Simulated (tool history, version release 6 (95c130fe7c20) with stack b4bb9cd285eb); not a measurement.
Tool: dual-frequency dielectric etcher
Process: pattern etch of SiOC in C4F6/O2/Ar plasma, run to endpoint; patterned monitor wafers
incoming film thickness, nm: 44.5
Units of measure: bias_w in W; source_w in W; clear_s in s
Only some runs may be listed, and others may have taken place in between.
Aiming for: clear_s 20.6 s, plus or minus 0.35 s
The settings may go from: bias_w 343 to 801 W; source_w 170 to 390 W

| run | day | bias_w | source_w | clear_s |
|---|---|---|---|---|
| 1 | 0 | 572 | 280 | 15.782 |
| 2 | 0.092 | 483 | 280 | 17.257 |
| 3 | 0.254 | 451 | 270 | 18.21 |
| 4 | 0.538 | 451 | 310 | 17.198 |
| 5 | 0.846 | 426 | 300 | 17.937 |
| 6 | 1.15 | 426 | 260 | 19.172 |
| 7 | 1.3 | 412 | 260 | 19.495 |
| 8 | 1.654 | 401 | 260 | 19.938 |
| 9 | 1.983 | 395 | 260 | 20.065 |
| 10 | 2.258 | 390 | 260 | 19.982 |
| 11 | 2.558 | 384 | 260 | 20.186 |

Which of these 5 next moves meets every target?
| A | 2.858 | 343 | 270 | ? |
| B | 2.858 | 434 | 240 | ? |
| C | 2.858 | 345 | 290 | ? |
| D | 2.858 | 411 | 250 | ? |
| E | 2.858 | 400 | 260 | ? |

| move | clear_s |
|---|---|
| A | 21.384 |
| B | 19.722 |
| C | 20.644 |
| D | 19.957 |
| E | 19.911 |
A: takes the biggest miss from the last run beyond its target
B: its largest miss is bigger than the last run's
C: hits every target within its allowed miss
D: its largest miss is bigger than the last run's
E: its largest miss is bigger than the last run's
Move C is the one to make.
